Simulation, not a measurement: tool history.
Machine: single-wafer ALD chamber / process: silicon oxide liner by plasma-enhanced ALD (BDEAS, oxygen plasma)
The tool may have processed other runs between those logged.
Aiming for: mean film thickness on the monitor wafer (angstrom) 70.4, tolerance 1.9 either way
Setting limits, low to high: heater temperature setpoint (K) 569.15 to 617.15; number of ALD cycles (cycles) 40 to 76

| run | hour | heater temperature setpoint (K) | number of ALD cycles (cycles) | mean film thickness on the monitor wafer (angstrom) |
|---|---|---|---|---|
| 1 | 0 | 593.15 | 58 | 59.68 |
| 2 | 5.1 | 593.15 | 60 | 61.527 |
| 3 | 13.8 | 593.15 | 55 | 56.529 |
| 4 | 19.7 | 593.15 | 58 | 59.317 |
| 5 | 20.7 | 593.15 | 60 | 61.372 |
| 6 | 25.6 | 593.15 | 62 | 63.428 |
| 7 | 26.3 | 593.15 | 63 | 64.502 |
| 8 | 29.9 | 593.15 | 64 | 65.581 |
| 9 | 35.3 | 593.15 | 65 | 67.099 |
| 10 | 41.3 | 593.15 | 66 | 67.616 |

Which single option among these 4 for the next run brings every result within its allowed miss of target? Just one does.
| A | 47.3 | 586.15 | 71 | ? |
| B | 47.3 | 592.15 | 60 | ? |
| C | 47.3 | 600.15 | 70 | ? |
| D | 47.3 | 592.15 | 62 | ? |

| move | mean film thickness on the monitor wafer (angstrom) |
|---|---|
| A | 72.937 |
| B | 61.173 |
| C | 70.647 |
| D | 63.212 |
A: takes the biggest miss from the last run beyond its target
B: the biggest miss grows against the last run
C: each result inside its tolerance
D: the biggest miss grows against the last run
So the answer is move C, the one that meets all the targets.
